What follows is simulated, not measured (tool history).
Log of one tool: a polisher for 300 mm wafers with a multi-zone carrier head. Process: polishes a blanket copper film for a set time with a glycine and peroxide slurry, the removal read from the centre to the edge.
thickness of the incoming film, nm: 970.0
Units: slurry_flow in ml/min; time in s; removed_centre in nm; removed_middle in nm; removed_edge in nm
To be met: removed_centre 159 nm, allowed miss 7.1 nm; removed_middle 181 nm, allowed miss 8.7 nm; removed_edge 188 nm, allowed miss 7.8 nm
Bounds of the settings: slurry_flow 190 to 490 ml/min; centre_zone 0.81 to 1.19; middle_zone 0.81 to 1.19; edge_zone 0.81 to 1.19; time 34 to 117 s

| run | hour | slurry_flow | centre_zone | middle_zone | edge_zone | time | removed_centre | removed_middle | removed_edge |
|---|---|---|---|---|---|---|---|---|---|
| 1 | 0 | 315 | 1 | 1 | 1 | 75 | 302.16 | 299.35 | 297.58 |
| 2 | 5.7 | 315 | 1 | 1.08 | 1 | 75 | 294.44 | 312.4 | 301.71 |
| 3 | 11 | 310 | 0.97 | 1.06 | 1.01 | 67 | 262.22 | 280.29 | 268.36 |
| 4 | 15.6 | 300 | 0.93 | 1.04 | 1.05 | 60 | 216.82 | 241.55 | 245.94 |
| 5 | 16.7 | 300 | 0.91 | 1.02 | 1.04 | 56 | 199.97 | 220.37 | 229.65 |
| 6 | 22.5 | 300 | 0.89 | 1.01 | 1.02 | 54 | 184.28 | 208.45 | 222.24 |
| 7 | 23.3 | 300 | 0.89 | 1.01 | 1 | 52 | 182.66 | 207.29 | 205.89 |
| 8 | 27.6 | 300 | 0.89 | 1.01 | 1 | 52 | 183.88 | 202.67 | 207.23 |
| 9 | 29.4 | 295 | 0.87 | 1 | 0.99 | 52 | 176.51 | 198.38 | 209.92 |
| 10 | 35.4 | 300 | 0.86 | 1 | 0.97 | 51 | 171.8 | 200.49 | 201.89 |
| 11 | 43.5 | 290 | 0.83 | 0.92 | 0.94 | 47 | 150.32 | 167.29 | 185.01 |

Which of these 5 next moves meets every target?
| A | 51.6 | 370 | 0.86 | 0.89 | 1.1 | 42 | ? | ? | ? |
| B | 51.6 | 280 | 0.89 | 0.81 | 1.05 | 45 | ? | ? | ? |
| C | 51.6 | 315 | 0.87 | 0.81 | 0.95 | 48 | ? | ? | ? |
| D | 51.6 | 295 | 0.83 | 0.94 | 0.93 | 49 | ? | ? | ? |
| E | 51.6 | 245 | 0.81 | 0.84 | 1.07 | 45 | ? | ? | ? |

| move | removed_centre | removed_middle | removed_edge |
|---|---|---|---|
| A | 146.73 | 151.44 | 179.11 |
| B | 158.5 | 146.71 | 184.36 |
| C | 167.18 | 158.18 | 188.88 |
| D | 161.89 | 181.58 | 189.74 |
| E | 142.11 | 149.22 | 184.18 |
A: further off than the last run
B: further off than the last run
C: further off than the last run
D: meets every target
E: further off than the last run
Answer: D

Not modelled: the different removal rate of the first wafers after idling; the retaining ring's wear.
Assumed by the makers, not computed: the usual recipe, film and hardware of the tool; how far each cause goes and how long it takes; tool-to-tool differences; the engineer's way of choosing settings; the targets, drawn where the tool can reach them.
